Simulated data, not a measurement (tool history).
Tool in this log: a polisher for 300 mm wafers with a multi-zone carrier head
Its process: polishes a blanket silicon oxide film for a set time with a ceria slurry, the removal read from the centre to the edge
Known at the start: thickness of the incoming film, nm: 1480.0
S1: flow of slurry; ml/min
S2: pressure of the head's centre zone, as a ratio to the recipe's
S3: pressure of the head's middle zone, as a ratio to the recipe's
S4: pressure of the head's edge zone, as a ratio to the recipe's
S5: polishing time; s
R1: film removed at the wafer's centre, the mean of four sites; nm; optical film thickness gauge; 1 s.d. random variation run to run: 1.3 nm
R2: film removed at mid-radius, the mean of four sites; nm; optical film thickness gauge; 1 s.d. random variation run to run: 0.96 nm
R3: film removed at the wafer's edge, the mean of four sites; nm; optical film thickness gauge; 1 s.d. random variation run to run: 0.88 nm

Run 1, hour 0: S1 180 ml/min, S2 1, S3 1, S4 1, S5 33 s. Result: R1 102.3 nm, R2 104.52 nm, R3 97.997 nm.
Run 2, hour 8.6: S1 180 ml/min, S2 1, S3 1.07, S4 1, S5 33 s. Result: R1 104.54 nm, R2 109.5 nm, R3 97.561 nm.
Run 3, hour 14.8: S1 170 ml/min, S2 1, S3 1.02, S4 1, S5 33 s. Result: R1 105.17 nm, R2 102.25 nm, R3 99.212 nm.
Run 4, hour 20: S1 155 ml/min, S2 1, S3 1.02, S4 1, S5 33 s. Result: R1 101.39 nm, R2 103.7 nm, R3 97.187 nm.
Run 5, hour 23.3: S1 155 ml/min, S2 1, S3 0.99, S4 0.99, S5 33 s. Result: R1 101.94 nm, R2 99.301 nm, R3 96.363 nm.
Run 6, hour 25.1: S1 155 ml/min, S2 1, S3 0.99, S4 0.92, S5 33 s. Result: R1 101.29 nm, R2 99.264 nm, R3 93.329 nm.
Run 7, hour 31.8: S1 150 ml/min, S2 0.99, S3 0.97, S4 0.92, S5 33 s. Result: R1 102.16 nm, R2 96.79 nm, R3 93.39 nm.

Expected results for the next run?
Run 8, hour 33.5: S1 145 ml/min, S2 0.97, S3 0.96, S4 0.92, S5 33 s. Result: R1 ?, R2 ?, R3 ?.

R1: 95.768 nm
R2: 97.99 nm
R3: 93.273 nm

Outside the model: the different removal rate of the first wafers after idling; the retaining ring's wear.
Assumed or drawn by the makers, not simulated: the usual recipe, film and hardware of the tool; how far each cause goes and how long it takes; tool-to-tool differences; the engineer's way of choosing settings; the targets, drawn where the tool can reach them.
